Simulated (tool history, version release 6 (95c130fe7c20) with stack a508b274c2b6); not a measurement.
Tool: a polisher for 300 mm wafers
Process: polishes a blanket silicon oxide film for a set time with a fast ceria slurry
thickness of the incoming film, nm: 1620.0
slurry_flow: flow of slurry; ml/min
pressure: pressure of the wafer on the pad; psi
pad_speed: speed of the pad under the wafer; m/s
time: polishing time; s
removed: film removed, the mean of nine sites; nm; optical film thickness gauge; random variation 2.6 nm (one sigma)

run	hour	slurry_flow	pressure	pad_speed	time	removed
1	0.0	150	3.4	1.04	37	679.82
2	6.9	150	3.4	1.04	39	716.14
3	14.8	170	3.4	1.04	39	733.04
4	20.3	160	2.7	1.02	39	575.27
5	25.8	160	3.0	1.02	39	631.16
6	34.5	195	3.0	1.02	39	645.97
7	39.5	190	2.5	1.00	39	537.11
8	40.1	185	2.2	0.98	39	466.20
9	41.6	180	2.0	0.98	39	417.02

Run 10 comes next. What will it give?
10	45.8	165	2.0	0.98	39	?

removed: 416.68 nm
